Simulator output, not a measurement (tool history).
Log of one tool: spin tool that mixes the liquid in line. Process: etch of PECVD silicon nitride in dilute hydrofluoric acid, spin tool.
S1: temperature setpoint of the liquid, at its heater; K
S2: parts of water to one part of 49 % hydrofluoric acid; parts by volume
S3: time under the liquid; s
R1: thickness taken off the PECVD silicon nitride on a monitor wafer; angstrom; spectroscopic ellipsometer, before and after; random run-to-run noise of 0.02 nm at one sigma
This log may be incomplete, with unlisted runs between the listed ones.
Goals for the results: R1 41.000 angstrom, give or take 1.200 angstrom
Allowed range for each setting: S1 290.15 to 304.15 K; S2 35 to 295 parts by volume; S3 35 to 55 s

run 1 hour=0.0 | S1=296.15 S2=165 S3=55 | R1=14.847
run 2 hour=2.8 | S1=298.65 S2=135 S3=55 | R1=21.332
run 3 hour=4.2 | S1=301.15 S2=135 S3=55 | R1=25.020
run 4 hour=8.6 | S1=298.65 S2=135 S3=55 | R1=21.097
run 5 hour=11.1 | S1=302.15 S2=135 S3=55 | R1=26.538
-- hour=20.1 hydrofluoric acid flow meter replaced
run 6 hour=20.1 | S1=302.15 S2=175 S3=55 | R1=23.091
run 7 hour=23.3 | S1=302.65 S2=140 S3=55 | R1=29.745
run 8 hour=28.4 | S1=303.15 S2=130 S3=55 | R1=33.389
run 9 hour=31.2 | S1=304.15 S2=105 S3=55 | R1=43.956
run 10 hour=33.4 | S1=303.65 S2=105 S3=55 | R1=42.763

Below are 5 possible settings for the next run. Only one of them brings all results inside the allowed miss of their targets. Which is it?
run A hour=35.6 | S1=299.65 S2=80 S3=55 | R1=?
run B hour=35.6 | S1=303.65 S2=100 S3=55 | R1=?
run C hour=35.6 | S1=303.65 S2=110 S3=55 | R1=?
run D hour=35.6 | S1=303.65 S2=65 S3=35 | R1=?
run E hour=35.6 | S1=301.65 S2=90 S3=55 | R1=?

move=A R1=43.203
move=B R1=44.631
move=C R1=40.541
move=D R1=43.737
move=E R1=43.718
A: lands further from the targets than the last run did
B: lands further from the targets than the last run did
C: each result inside its tolerance
D: lands further from the targets than the last run did
E: lands further from the targets than the last run did
The move that meets every target is C.

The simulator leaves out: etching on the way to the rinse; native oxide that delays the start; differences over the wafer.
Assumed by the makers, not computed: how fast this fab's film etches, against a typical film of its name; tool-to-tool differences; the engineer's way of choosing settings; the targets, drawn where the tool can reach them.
